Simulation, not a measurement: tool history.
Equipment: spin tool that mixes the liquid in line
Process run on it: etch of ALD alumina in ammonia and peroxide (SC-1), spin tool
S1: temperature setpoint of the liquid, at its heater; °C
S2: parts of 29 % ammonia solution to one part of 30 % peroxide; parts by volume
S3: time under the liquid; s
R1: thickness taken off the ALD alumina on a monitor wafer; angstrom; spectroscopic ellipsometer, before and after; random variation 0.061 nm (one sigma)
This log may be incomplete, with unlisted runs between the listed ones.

Run 1, hour 0: S1 49 °C, S2 0.5 parts by volume, S3 265 s. Result: R1 139.99 angstrom.
Run 2, hour 7.1: S1 45.5 °C, S2 0.5 parts by volume, S3 265 s. Result: R1 114.81 angstrom.
Run 3, hour 8.6: S1 52.5 °C, S2 0.5 parts by volume, S3 265 s. Result: R1 169.11 angstrom.
Run 4, hour 12.8: S1 58.5 °C, S2 0.5 parts by volume, S3 265 s. Result: R1 231.52 angstrom.
Run 5, hour 13.4: S1 58.5 °C, S2 0.6 parts by volume, S3 265 s. Result: R1 236.25 angstrom.
Run 6, hour 19.3: S1 58 °C, S2 0.6 parts by volume, S3 265 s. Result: R1 231.17 angstrom.
Run 7, hour 21.3: S1 57.5 °C, S2 0.6 parts by volume, S3 265 s. Result: R1 225.2 angstrom.
Run 8, hour 22.7: S1 57 °C, S2 0.6 parts by volume, S3 265 s. Result: R1 219.46 angstrom.

Estimate the outcome of run 9 from the log above:
Run 9, hour 24: S1 53 °C, S2 0.6 parts by volume, S3 265 s. Result: R1 ?.

R1: 176.3 angstrom
